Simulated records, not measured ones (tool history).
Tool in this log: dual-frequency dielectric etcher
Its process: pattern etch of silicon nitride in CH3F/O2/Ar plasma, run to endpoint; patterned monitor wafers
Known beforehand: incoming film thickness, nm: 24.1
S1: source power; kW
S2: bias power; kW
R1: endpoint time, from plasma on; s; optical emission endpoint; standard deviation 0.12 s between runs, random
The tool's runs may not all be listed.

{"run": 1, "day": 0.0, "S1": 0.54, "S2": 0.079, "R1": 29.424}
{"run": 2, "day": 0.096, "S1": 0.44, "S2": 0.079, "R1": 31.161}
{"run": 3, "day": 0.346, "S1": 0.44, "S2": 0.088, "R1": 30.071}
{"run": 4, "day": 0.417, "S1": 0.5, "S2": 0.091, "R1": 28.693}
{"run": 5, "day": 0.688, "S1": 0.56, "S2": 0.091, "R1": 27.661}
{"run": 6, "day": 1.025, "S1": 0.59, "S2": 0.093, "R1": 27.1}
{"run": 7, "day": 1.079, "S1": 0.61, "S2": 0.094, "R1": 26.764}

Run 8 is up next; what results do you expect?
{"run": 8, "day": 1.279, "S1": 0.63, "S2": 0.095, "R1": "?"}

R1: 26.308 s

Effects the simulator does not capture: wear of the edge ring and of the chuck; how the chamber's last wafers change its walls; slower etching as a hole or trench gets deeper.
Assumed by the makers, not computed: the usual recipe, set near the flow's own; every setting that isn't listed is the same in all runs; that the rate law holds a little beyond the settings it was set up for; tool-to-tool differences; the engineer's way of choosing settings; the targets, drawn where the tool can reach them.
